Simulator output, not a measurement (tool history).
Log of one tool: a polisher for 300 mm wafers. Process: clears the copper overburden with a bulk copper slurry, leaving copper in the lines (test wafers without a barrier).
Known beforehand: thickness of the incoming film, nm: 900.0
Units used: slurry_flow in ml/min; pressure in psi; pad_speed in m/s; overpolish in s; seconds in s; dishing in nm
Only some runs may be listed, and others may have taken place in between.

run 1 hour=0 | slurry_flow=185 pressure=2.1 pad_speed=1.34 slurry_solids=1 overpolish=29 | seconds=98.846 dishing=101.23
run 2 hour=7.6 | slurry_flow=185 pressure=2 pad_speed=1.34 slurry_solids=1 overpolish=29 | seconds=103.45 dishing=98.805
run 3 hour=10.6 | slurry_flow=185 pressure=2 pad_speed=1.34 slurry_solids=1.1 overpolish=29 | seconds=103.27 dishing=95.872
run 4 hour=17.8 | slurry_flow=205 pressure=2 pad_speed=1.34 slurry_solids=1.1 overpolish=29 | seconds=100.22 dishing=94.326
run 5 hour=26.5 | slurry_flow=200 pressure=1.9 pad_speed=1.34 slurry_solids=1.1 overpolish=29 | seconds=104.84 dishing=92.267
run 6 hour=28.2 | slurry_flow=200 pressure=1.9 pad_speed=1.34 slurry_solids=1.1 overpolish=38 | seconds=105.35 dishing=104.34
run 7 hour=33.2 | slurry_flow=200 pressure=1.8 pad_speed=1.34 slurry_solids=1.1 overpolish=38 | seconds=108.48 dishing=99.854

What does the tool deliver on the next run?
run 8 hour=37.1 | slurry_flow=200 pressure=1.7 pad_speed=1.34 slurry_solids=1.1 overpolish=38 | seconds=? dishing=?

{"run 8": {"seconds": 115.49, "dishing": 98.27}}
